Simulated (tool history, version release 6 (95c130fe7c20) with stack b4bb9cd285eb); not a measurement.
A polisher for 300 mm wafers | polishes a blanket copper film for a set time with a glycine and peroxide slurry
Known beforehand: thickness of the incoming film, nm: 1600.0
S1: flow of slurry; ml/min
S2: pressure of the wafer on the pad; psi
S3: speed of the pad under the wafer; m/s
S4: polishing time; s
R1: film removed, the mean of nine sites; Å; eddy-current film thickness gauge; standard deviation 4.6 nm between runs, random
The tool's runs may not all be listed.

run	hour	S1	S2	S3	S4	R1
1	0	240	2.5	0.96	106	5795.7
2	8.8	240	2.1	0.94	106	5073.2
3	11.2	240	2.1	0.82	106	4531.8
4	11.8	200	2.1	0.82	106	4450.8
5	18.4	145	2.1	0.82	106	4338
6	26.8	145	2.1	0.82	111	4538.1
7	31.2	145	1.9	0.82	111	4238.3

Forecast run 8:
8	40	145	1.8	0.82	111	?

{"run 8": {"R1": 4048.7}}

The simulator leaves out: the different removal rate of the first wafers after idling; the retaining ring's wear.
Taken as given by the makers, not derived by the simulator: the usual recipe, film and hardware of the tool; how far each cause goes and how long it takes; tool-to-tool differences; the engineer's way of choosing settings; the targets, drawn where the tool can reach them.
